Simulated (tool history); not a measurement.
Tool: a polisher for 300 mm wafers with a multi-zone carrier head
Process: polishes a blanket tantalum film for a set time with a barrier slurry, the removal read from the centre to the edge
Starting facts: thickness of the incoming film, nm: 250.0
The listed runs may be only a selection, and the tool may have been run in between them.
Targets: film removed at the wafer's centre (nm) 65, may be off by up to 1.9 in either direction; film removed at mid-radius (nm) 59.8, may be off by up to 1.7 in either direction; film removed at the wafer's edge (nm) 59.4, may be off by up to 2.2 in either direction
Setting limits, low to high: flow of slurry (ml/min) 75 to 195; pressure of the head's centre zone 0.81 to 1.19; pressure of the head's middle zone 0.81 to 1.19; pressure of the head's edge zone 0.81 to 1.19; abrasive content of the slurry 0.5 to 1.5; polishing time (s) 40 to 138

| run | day | flow of slurry (ml/min) | pressure of the head's centre zone | pressure of the head's middle zone | pressure of the head's edge zone | abrasive content of the slurry | polishing time (s) | film removed at the wafer's centre (nm) | film removed at mid-radius (nm) | film removed at the wafer's edge (nm) |
|---|---|---|---|---|---|---|---|---|---|---|
| 1 | 0 | 125 | 1 | 1 | 1 | 1 | 88 | 71.5 | 70.889 | 72.235 |
| 2 | 0.062 | 115 | 1.01 | 0.99 | 0.95 | 0.95 | 88 | 68.925 | 68.612 | 69.472 |
| 3 | 0.225 | 115 | 1.01 | 0.99 | 0.95 | 0.95 | 107 | 84.217 | 83.534 | 84.015 |
| 4 | 0.417 | 120 | 1.03 | 0.98 | 0.92 | 0.8 | 102 | 78.818 | 75.386 | 75.756 |
| 5 | 0.592 | 120 | 1.04 | 0.97 | 0.89 | 0.7 | 99 | 72.822 | 70.108 | 69.225 |
|  | 0.65 | slurry nozzle cleaned |
| 6 | 0.65 | 115 | 1.05 | 0.96 | 0.87 | 0.65 | 99 | 79.557 | 72.267 | 70.722 |
| 7 | 0.808 | 115 | 1.03 | 0.95 | 0.86 | 0.6 | 95 | 71.167 | 68.284 | 65.114 |
| 8 | 1.158 | 115 | 1.03 | 0.93 | 0.86 | 0.55 | 93 | 67.862 | 63.425 | 63.774 |

Which of these 4 next moves meets every target?
| A | 1.508 | 120 | 1.13 | 0.91 | 0.81 | 0.55 | 87 | ? | ? | ? |
| B | 1.508 | 115 | 1.1 | 0.93 | 0.85 | 0.6 | 86 | ? | ? | ? |
| C | 1.508 | 145 | 1.01 | 0.93 | 0.84 | 0.55 | 85 | ? | ? | ? |
| D | 1.508 | 105 | 0.95 | 0.88 | 0.96 | 0.7 | 87 | ? | ? | ? |

| move | film removed at the wafer's centre (nm) | film removed at mid-radius (nm) | film removed at the wafer's edge (nm) |
|---|---|---|---|
| A | 69.197 | 59.004 | 58.193 |
| B | 68.443 | 60.618 | 60.026 |
| C | 65.407 | 61.011 | 59.259 |
| D | 64.333 | 60.355 | 66.293 |
A: brings the result that was furthest off to its target, and leaves another outside
B: brings the result that was furthest off to its target, and leaves another outside
C: every result lands within tolerance
D: brings the result that was furthest off to its target, and leaves another outside
Correct choice: C, which meets every target
